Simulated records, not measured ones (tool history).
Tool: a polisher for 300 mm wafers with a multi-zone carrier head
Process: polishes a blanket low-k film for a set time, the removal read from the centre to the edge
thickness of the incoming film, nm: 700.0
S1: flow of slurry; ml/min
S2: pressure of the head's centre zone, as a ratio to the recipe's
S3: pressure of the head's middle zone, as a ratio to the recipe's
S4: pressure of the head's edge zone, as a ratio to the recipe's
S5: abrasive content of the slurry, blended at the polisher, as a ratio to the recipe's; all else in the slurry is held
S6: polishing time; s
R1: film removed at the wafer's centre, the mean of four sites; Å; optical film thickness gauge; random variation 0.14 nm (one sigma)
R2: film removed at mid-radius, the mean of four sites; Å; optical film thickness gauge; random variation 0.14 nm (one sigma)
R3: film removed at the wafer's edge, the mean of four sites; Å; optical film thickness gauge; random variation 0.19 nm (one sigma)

run	hour	S1	S2	S3	S4	S5	S6	R1	R2	R3
1	0	150	1	1	1	1	39	140.23	139.65	149.03
2	5.3	170	1	1	1	1	39	144.71	140.7	149.96
3	12	170	0.97	1	1	1	39	139.2	142.37	148.45
4	16.5	170	0.98	0.97	0.98	0.95	39	135.6	135.41	145.15
# hour 18.1: edge zone pressure recalibrated
5	18.1	170	0.98	0.97	0.98	0.95	43	149.81	154.1	150.77
6	21.6	165	1	0.94	0.99	0.9	43	149.24	144.71	153.21

Run 7 comes next. What will it give?
7	30.4	140	1.03	0.84	0.89	0.7	42	?	?	?

{"run 7": {"R1": 127.3, "R2": 111.74, "R3": 115.44}}
